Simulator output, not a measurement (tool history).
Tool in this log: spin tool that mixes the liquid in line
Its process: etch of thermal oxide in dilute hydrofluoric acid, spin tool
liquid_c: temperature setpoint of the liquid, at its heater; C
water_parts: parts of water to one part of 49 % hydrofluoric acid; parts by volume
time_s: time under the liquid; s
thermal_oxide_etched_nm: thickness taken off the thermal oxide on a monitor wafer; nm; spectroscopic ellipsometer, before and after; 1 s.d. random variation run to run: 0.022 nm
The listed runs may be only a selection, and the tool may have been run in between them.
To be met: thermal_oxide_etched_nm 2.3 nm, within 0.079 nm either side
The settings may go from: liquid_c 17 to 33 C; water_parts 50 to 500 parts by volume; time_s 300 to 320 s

run    day  liquid_c  water_parts  time_s  thermal_oxide_etched_nm
  1      0        25          275     300                    4.405
  2  0.321        25          325     300                   3.6214
  3    0.6      28.5          325     300                   4.1408
  4  0.888      28.5          325     300                   4.0934
  5  1.012        26          335     300                   3.5847
  6  1.121        26          385     300                   3.0086
  7   1.35        26          385     300                    3.042
  8   1.45        24          390     300                    2.784
  9  1.704      22.5          395     300                   2.5824
 10  2.029      21.5          395     300                   2.5158
 11    2.4        21          395     300                   2.4185

Exactly one of the 4 candidate moves below puts every result within its allowed miss. Which one?
  A  2.771        26          455     315                        ?
  B  2.771      17.5          400     320                        ?
  C  2.771        21          450     305                        ?
  D  2.771      24.5          420     300                        ?

move  thermal_oxide_etched_nm
   A                    2.474
   B                   2.2534
   C                   2.0707
   D                   2.5112
A: its largest miss is bigger than the last run's
B: meets every target
C: pushes the last run's worst result past its target
D: its largest miss is bigger than the last run's
Correct choice: B, which meets every target
